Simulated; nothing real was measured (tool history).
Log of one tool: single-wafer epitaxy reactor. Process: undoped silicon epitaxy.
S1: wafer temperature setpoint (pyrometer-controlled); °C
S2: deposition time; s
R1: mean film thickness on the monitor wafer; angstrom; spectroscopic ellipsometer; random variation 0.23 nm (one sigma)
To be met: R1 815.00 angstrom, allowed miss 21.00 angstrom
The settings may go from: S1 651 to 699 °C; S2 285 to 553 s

run,day,S1,S2,R1
1,0.000,675,419,1222.80
2,0.096,671,418,1108.40
3,0.362,668,417,1034.00
4,0.692,666,416,978.20
5,0.729,666,389,917.02
6,0.846,658,389,759.79
7,1.050,659,389,773.12
8,1.100,660,389,794.48

4 next moves are on the table. One of them brings every result within its allowed miss. Which?
A,1.150,658,378,?
B,1.150,656,411,?
C,1.150,657,408,?
D,1.150,659,406,?

move,R1
A,734.92
B,760.95
C,774.11
D,808.83
A: further off than the last run
B: further off than the last run
C: further off than the last run
D: meets every target
Move D is the one to make.

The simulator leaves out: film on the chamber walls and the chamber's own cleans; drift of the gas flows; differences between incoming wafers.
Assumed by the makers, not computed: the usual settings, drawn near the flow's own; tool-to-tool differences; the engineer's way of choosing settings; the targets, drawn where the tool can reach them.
